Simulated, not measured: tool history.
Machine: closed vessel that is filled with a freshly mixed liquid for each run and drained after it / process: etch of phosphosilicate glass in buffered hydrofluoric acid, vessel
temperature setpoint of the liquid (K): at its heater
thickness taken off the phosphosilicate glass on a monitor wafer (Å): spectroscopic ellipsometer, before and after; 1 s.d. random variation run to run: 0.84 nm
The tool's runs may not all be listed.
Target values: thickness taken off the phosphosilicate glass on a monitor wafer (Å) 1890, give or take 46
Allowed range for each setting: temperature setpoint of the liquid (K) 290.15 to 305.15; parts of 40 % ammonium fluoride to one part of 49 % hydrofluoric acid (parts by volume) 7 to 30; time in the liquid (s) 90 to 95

run  hour  temperature setpoint of the liquid (K)  parts of 40 % ammonium fluoride to one part of 49 % hydrofluoric acid (parts by volume)  time in the liquid (s)  thickness taken off the phosphosilicate glass on a monitor wafer (Å)
  1     0                                  297.15                                                                                       19                      90                                                                2429.6
  2   8.2                                  295.65                                                                                       19                      90                                                                2248.8
  3    16                                  295.65                                                                                     16.5                      90                                                                2577.6
  4  24.5                                  295.65                                                                                     16.5                      90                                                                2590.7
  5  27.2                                  295.65                                                                                     16.5                      95                                                                2726.5
  6  35.1                                  298.15                                                                                     16.5                      95                                                                3135.1
  7  38.7                                  295.65                                                                                       17                      95                                                                2649.9
  8  41.3                                  294.15                                                                                       17                      95                                                                2430.3
  9  43.5                                  293.15                                                                                       17                      95                                                                2306.2
 10  47.8                                  293.15                                                                                       17                      95                                                                2299.8
 11  55.8                                  292.15                                                                                       17                      95                                                                2187.5
 12  58.8                                  291.65                                                                                       17                      95                                                                2115.4
 13  62.2                                  291.15                                                                                       17                      95                                                                2068.8
 14  65.4                                  290.65                                                                                       17                      95                                                                2000.7

Which of these 5 next moves meets every target?
  A  68.6                                  290.15                                                                                       15                      90                                                                     ?
  B  68.6                                  292.15                                                                                     18.5                      90                                                                     ?
  C  68.6                                  293.15                                                                                     18.5                      95                                                                     ?
  D  68.6                                  293.65                                                                                     19.5                      95                                                                     ?
  E  68.6                                  290.65                                                                                     15.5                      90                                                                     ?

move  thickness taken off the phosphosilicate glass on a monitor wafer (Å)
   A                                                                2071.7
   B                                                                1887.4
   C                                                                2107.7
   D                                                                2057.8
   E                                                                  2064
A: further off than the last run
B: every result lands within tolerance
C: further off than the last run
D: further off than the last run
E: further off than the last run
Answer: B
